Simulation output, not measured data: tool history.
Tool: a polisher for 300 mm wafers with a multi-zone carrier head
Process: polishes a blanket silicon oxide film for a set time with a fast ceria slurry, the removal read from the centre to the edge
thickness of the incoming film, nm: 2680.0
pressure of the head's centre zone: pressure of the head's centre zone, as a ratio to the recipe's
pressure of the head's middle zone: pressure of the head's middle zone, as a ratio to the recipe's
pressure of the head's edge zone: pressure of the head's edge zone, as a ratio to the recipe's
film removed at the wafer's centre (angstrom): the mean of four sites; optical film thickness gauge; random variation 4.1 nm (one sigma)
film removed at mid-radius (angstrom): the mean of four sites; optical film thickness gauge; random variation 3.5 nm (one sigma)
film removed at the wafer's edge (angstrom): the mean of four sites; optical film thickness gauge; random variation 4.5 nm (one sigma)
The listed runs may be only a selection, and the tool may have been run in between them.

run,hour,flow of slurry (ml/min),pressure of the head's centre zone,pressure of the head's middle zone,pressure of the head's edge zone,polishing time (s),film removed at the wafer's centre (angstrom),film removed at mid-radius (angstrom),film removed at the wafer's edge (angstrom)
1,0.0,140,1.00,1.00,1.00,53,4827.7,5068.8,4921.9
2,2.7,140,1.00,1.08,1.00,53,4810.4,5442.7,4956.5
3,10.5,155,1.00,1.08,1.00,53,5052.9,5567.0,5032.4
4,15.4,140,1.00,1.08,1.00,53,4929.8,5413.1,4889.7
5,17.5,130,0.95,1.08,0.98,52,4428.2,5275.0,4721.5
6,26.4,120,0.92,1.07,0.96,52,4184.1,5099.5,4619.8

For run 7, what comes out?
7,29.7,90,0.83,1.08,0.87,51,?,?,?

{"run 7": {"film removed at the wafer's centre (angstrom)": 3385.0, "film removed at mid-radius (angstrom)": 4572.7, "film removed at the wafer's edge (angstrom)": 4097.3}}
